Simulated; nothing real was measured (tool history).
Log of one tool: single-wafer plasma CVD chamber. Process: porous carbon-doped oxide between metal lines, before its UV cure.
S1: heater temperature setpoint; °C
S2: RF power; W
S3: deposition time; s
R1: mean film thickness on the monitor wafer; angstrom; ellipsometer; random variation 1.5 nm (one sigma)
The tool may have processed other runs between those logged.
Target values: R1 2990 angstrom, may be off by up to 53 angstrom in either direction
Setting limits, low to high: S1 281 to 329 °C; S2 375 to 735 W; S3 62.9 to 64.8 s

run  hour   S1   S2    S3      R1
  1     0  305  555  62.9  3578.2
  2   7.5  310  540  62.9  3438.6
  3  14.7  314  525  62.9  3310.2
  4  16.6  304  525  62.9  3507.6
  5  22.6  304  595  62.9  3715.5
  6  24.1  304  535  62.9  3513.8
  7  29.1  309  520  62.9    3412
  8  31.8  321  430  62.9  2925.3
  9  38.8  320  430  62.9  2909.6

Pick the move, out of 4, that brings all results within their allowed miss; only one does.
  A  45.8  329  435  64.8   ?
  B  45.8  329  420  64.8   ?
  C  45.8  319  415  64.3   ?
  D  45.8  324  420  63.3   ?

move      R1
   A  2905.5
   B  2863.6
   C  2987.9
   D  2874.8
A: misses by more than the last run did
B: misses by more than the last run did
C: meets every target
D: misses by more than the last run did
Answer: C
